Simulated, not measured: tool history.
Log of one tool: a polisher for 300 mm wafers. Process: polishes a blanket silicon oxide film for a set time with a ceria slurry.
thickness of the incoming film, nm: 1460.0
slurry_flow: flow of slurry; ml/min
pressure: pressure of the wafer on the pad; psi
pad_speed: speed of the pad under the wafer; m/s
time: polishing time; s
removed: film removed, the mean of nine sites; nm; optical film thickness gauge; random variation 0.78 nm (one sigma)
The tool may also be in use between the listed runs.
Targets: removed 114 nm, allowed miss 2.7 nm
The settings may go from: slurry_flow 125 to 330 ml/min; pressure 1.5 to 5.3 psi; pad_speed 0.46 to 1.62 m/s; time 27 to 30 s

run    day  slurry_flow  pressure  pad_speed  time  removed
  1      0          210       3.4       1.04    30   156.61
  2  0.375          205       3.1       1.04    30   144.09
  3  0.462          205       2.6       1.04    30   122.48
  4  0.554          205       1.9       1.04    30   90.033
  5  0.671          255       1.9       1.04    30    91.46
  6  0.888          255       1.9       1.04    27   83.574
  7  1.142          285       2.9       1.04    27   127.94
  8  1.425          280       2.8       1.04    27    121.1
  9  1.742          280       2.7       1.04    27   117.69
 10  1.862          275       2.7       1.04    27    117.8
 11  1.904          270       2.7       1.04    27   117.39

5 next moves are on the table. One of them brings every result within its allowed miss. Which?
  A  1.946          285       2.8       1.02    27        ?
  B  1.946          285       2.7       1.04    28        ?
  C  1.946          190       3.4       0.86    28        ?
  D  1.946          235       2.8          1    27        ?
  E  1.946          275       2.7       0.94    30        ?

move  removed
   A   119.55
   B   121.99
   C   120.54
   D    114.8
   E   118.08
A: further off than the last run
B: further off than the last run
C: further off than the last run
D: meets every target
E: further off than the last run
Move D is the one to make.
